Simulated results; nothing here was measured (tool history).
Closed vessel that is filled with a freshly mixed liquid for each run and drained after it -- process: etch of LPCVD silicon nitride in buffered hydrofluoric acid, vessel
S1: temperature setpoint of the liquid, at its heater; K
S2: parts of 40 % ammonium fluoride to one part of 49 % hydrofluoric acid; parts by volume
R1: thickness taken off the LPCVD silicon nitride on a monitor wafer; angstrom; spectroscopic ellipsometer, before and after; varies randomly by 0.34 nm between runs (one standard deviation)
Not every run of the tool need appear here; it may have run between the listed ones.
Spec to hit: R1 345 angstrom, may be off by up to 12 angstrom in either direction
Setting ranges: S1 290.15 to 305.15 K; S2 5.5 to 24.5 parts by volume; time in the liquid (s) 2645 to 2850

run 1 hour=0 | S1=297.15 S2=15 time_in_the_liquid_(s)=2645 | R1=306.08
run 2 hour=2 | S1=297.15 S2=11.5 time_in_the_liquid_(s)=2645 | R1=398.04
run 3 hour=4.2 | S1=297.15 S2=11.5 time_in_the_liquid_(s)=2850 | R1=419.38
run 4 hour=8.4 | S1=297.15 S2=11.5 time_in_the_liquid_(s)=2850 | R1=427.05
run 5 hour=13.3 | S1=296.65 S2=11.5 time_in_the_liquid_(s)=2850 | R1=417.27
run 6 hour=14.9 | S1=298.15 S2=11.5 time_in_the_liquid_(s)=2850 | R1=456.68
run 7 hour=23.6 | S1=297.65 S2=11.5 time_in_the_liquid_(s)=2850 | R1=444.33
run 8 hour=27.9 | S1=297.15 S2=11.5 time_in_the_liquid_(s)=2850 | R1=434.21
run 9 hour=36.8 | S1=297.15 S2=11.5 time_in_the_liquid_(s)=2850 | R1=434.61
run 10 hour=38.6 | S1=296.65 S2=11.5 time_in_the_liquid_(s)=2850 | R1=422.25
run 11 hour=45.1 | S1=296.15 S2=11.5 time_in_the_liquid_(s)=2850 | R1=404.28
run 12 hour=48.4 | S1=295.65 S2=11.5 time_in_the_liquid_(s)=2850 | R1=394.83
run 13 hour=51.4 | S1=295.65 S2=11.5 time_in_the_liquid_(s)=2850 | R1=398.22
run 14 hour=58.9 | S1=295.15 S2=11.5 time_in_the_liquid_(s)=2850 | R1=388.39
run 15 hour=66.1 | S1=295.15 S2=11.5 time_in_the_liquid_(s)=2850 | R1=389.01

Exactly one of the 4 candidate moves below puts every result within its allowed miss. Which one?
run A hour=73.3 | S1=297.65 S2=14.5 time_in_the_liquid_(s)=2770 | R1=?
run B hour=73.3 | S1=294.15 S2=8.5 time_in_the_liquid_(s)=2645 | R1=?
run C hour=73.3 | S1=293.65 S2=8.5 time_in_the_liquid_(s)=2850 | R1=?
run D hour=73.3 | S1=303.15 S2=15.5 time_in_the_liquid_(s)=2785 | R1=?

move=A R1=341.55
move=B R1=444.67
move=C R1=465.99
move=D R1=431.67
A: in spec on every target
B: further off than the last run
C: further off than the last run
D: further off than the last run
So the answer is move A, the one that meets all the targets.
